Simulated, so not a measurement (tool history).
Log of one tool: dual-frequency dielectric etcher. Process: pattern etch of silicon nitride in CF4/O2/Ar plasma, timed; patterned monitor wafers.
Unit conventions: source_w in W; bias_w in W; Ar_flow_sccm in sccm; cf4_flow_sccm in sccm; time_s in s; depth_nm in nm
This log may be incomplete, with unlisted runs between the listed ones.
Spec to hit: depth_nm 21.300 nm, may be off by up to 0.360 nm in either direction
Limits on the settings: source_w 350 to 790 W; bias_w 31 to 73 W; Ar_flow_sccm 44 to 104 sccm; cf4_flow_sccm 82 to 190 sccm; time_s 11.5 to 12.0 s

run	hour	source_w	bias_w	Ar_flow_sccm	cf4_flow_sccm	time_s	depth_nm
1	0.0	570	52	74	136	12.0	28.497
2	2.0	540	52	74	136	12.0	26.988
3	8.0	540	52	81	136	12.0	26.777
4	10.2	540	52	76	136	12.0	26.825
5	13.8	520	52	76	136	12.0	25.803
6	14.6	500	52	76	136	12.0	24.690
7	19.0	490	52	76	136	12.0	24.015
8	27.0	410	52	76	136	12.0	19.796
9	31.0	410	52	76	136	12.0	19.825
10	37.5	420	52	76	136	12.0	20.443
11	39.9	430	52	76	136	12.0	20.878

5 next moves are on the table. One of them brings every result within its allowed miss. Which?
A	42.3	430	57	57	105	11.5	?
B	42.3	450	47	74	116	12.0	?
C	42.3	460	57	68	143	11.5	?
D	42.3	420	54	66	113	12.0	?
E	42.3	440	49	73	137	11.5	?

move	depth_nm
A	20.446
B	21.187
C	22.430
D	20.410
E	20.368
A: its largest miss is bigger than the last run's
B: in spec on every target
C: takes the result that was furthest off past its target
D: its largest miss is bigger than the last run's
E: its largest miss is bigger than the last run's
The right move is B.
